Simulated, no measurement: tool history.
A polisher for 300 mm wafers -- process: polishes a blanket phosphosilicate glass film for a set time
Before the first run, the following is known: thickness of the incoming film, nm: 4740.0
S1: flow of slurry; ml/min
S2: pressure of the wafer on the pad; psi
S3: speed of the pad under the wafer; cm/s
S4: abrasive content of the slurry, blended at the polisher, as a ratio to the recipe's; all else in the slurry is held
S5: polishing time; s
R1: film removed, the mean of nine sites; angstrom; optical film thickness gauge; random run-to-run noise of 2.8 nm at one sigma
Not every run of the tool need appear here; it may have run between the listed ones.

| run | hour | S1 | S2 | S3 | S4 | S5 | R1 |
|---|---|---|---|---|---|---|---|
| 1 | 0.0 | 225 | 2.6 | 118 | 1.00 | 45 | 3908.4 |
| 2 | 2.8 | 225 | 2.6 | 118 | 1.15 | 45 | 4274.1 |
| 3 | 11.8 | 225 | 2.6 | 118 | 1.30 | 45 | 4649.1 |
| 4 | 17.1 | 225 | 2.2 | 110 | 1.30 | 45 | 3704.8 |
| 5 | 25.7 | 225 | 1.9 | 108 | 1.30 | 45 | 3216.0 |
| 6 | 32.4 | 225 | 2.2 | 108 | 1.30 | 45 | 3661.7 |
| 7 | 41.2 | 225 | 1.9 | 106 | 1.30 | 45 | 3217.6 |
| 8 | 42.8 | 225 | 1.9 | 106 | 1.30 | 45 | 3229.0 |
| 9 | 45.6 | 225 | 1.7 | 102 | 1.30 | 45 | 2828.5 |
| 10 | 53.0 | 225 | 1.6 | 102 | 1.30 | 45 | 2649.2 |
| 11 | 56.4 | 225 | 1.5 | 102 | 1.30 | 45 | 2564.5 |

Run 12, settings as shown, results not yet in. Your forecast:
| 12 | 64.5 | 225 | 1.4 | 102 | 1.30 | 45 | ? |

R1: 2463.4 angstrom

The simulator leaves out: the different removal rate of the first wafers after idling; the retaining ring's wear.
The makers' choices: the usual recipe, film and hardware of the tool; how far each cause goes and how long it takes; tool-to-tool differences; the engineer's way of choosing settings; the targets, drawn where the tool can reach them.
